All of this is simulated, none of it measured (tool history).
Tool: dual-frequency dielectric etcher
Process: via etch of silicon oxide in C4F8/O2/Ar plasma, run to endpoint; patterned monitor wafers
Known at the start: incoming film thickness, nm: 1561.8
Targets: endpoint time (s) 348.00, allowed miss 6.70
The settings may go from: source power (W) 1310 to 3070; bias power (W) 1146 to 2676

{"run": 1, "hour": 0.0, "source power (W)": 2190, "bias power (W)": 1911, "endpoint time (s)": 298.83}
{"run": 2, "hour": 0.6, "source power (W)": 2370, "bias power (W)": 1911, "endpoint time (s)": 292.07}
{"run": 3, "hour": 9.4, "source power (W)": 2140, "bias power (W)": 1831, "endpoint time (s)": 305.09}
{"run": 4, "hour": 13.5, "source power (W)": 1960, "bias power (W)": 1783, "endpoint time (s)": 318.82}
{"run": 5, "hour": 15.6, "source power (W)": 1850, "bias power (W)": 1762, "endpoint time (s)": 325.84}
{"run": 6, "hour": 24.0, "source power (W)": 1770, "bias power (W)": 1746, "endpoint time (s)": 332.78}
{"run": 7, "hour": 27.1, "source power (W)": 1720, "bias power (W)": 1736, "endpoint time (s)": 331.62}
{"run": 8, "hour": 30.5, "source power (W)": 1400, "bias power (W)": 1653, "endpoint time (s)": 368.86}
{"run": 9, "hour": 36.9, "source power (W)": 1460, "bias power (W)": 1662, "endpoint time (s)": 356.85}
{"run": 10, "hour": 39.7, "source power (W)": 1460, "bias power (W)": 1662, "endpoint time (s)": 358.19}
{"run": 11, "hour": 45.5, "source power (W)": 1490, "bias power (W)": 1668, "endpoint time (s)": 356.68}

5 next moves are on the table. One of them brings every result within its allowed miss. Which?
{"run": "A", "hour": 51.3, "source power (W)": 1400, "bias power (W)": 1764, "endpoint time (s)": "?"}
{"run": "B", "hour": 51.3, "source power (W)": 1490, "bias power (W)": 1930, "endpoint time (s)": "?"}
{"run": "C", "hour": 51.3, "source power (W)": 1390, "bias power (W)": 1663, "endpoint time (s)": "?"}
{"run": "D", "hour": 51.3, "source power (W)": 1380, "bias power (W)": 1644, "endpoint time (s)": "?"}
{"run": "E", "hour": 51.3, "source power (W)": 1450, "bias power (W)": 1549, "endpoint time (s)": "?"}

move=A endpoint_time_(s)=360.57
move=B endpoint_time_(s)=346.36
move=C endpoint_time_(s)=365.14
move=D endpoint_time_(s)=366.87
move=E endpoint_time_(s)=363.09
A: further off than the last run
B: meets every target
C: further off than the last run
D: further off than the last run
E: further off than the last run
Move B is the one to make.
